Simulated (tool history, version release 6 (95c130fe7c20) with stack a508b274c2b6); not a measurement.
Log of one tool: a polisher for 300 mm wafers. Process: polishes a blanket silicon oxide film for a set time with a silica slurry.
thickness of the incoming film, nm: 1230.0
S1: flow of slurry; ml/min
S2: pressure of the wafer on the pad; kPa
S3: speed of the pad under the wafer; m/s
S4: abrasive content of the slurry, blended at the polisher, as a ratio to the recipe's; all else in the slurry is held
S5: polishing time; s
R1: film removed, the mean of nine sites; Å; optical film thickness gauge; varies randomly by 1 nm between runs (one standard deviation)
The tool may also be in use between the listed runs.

Run 1, day 0: S1 300 ml/min, S2 25.5 kPa, S3 1.44 m/s, S4 1, S5 41 s. Result: R1 1501.1 Å.
Run 2, day 0.258: S1 300 ml/min, S2 22.1 kPa, S3 1.42 m/s, S4 1, S5 41 s. Result: R1 1253.7 Å.
Run 3, day 0.362: S1 350 ml/min, S2 22.1 kPa, S3 1.42 m/s, S4 1, S5 41 s. Result: R1 1262.3 Å.
Run 4, day 0.708: S1 350 ml/min, S2 20 kPa, S3 1.42 m/s, S4 1, S5 41 s. Result: R1 1158 Å.
Run 5, day 0.85: S1 350 ml/min, S2 17.9 kPa, S3 1.42 m/s, S4 1, S5 41 s. Result: R1 1057.5 Å.
At day 1.079: slurry blender recalibrated.
Run 6, day 1.079: S1 350 ml/min, S2 17.9 kPa, S3 1.42 m/s, S4 1, S5 41 s. Result: R1 1205.1 Å.
Run 7, day 1.192: S1 350 ml/min, S2 11.7 kPa, S3 1.2 m/s, S4 1, S5 41 s. Result: R1 700.98 Å.

Forecast run 8:
Run 8, day 1.508: S1 355 ml/min, S2 13.1 kPa, S3 1.2 m/s, S4 1, S5 41 s. Result: R1 ?.

{"run 8": {"R1": 805.05}}
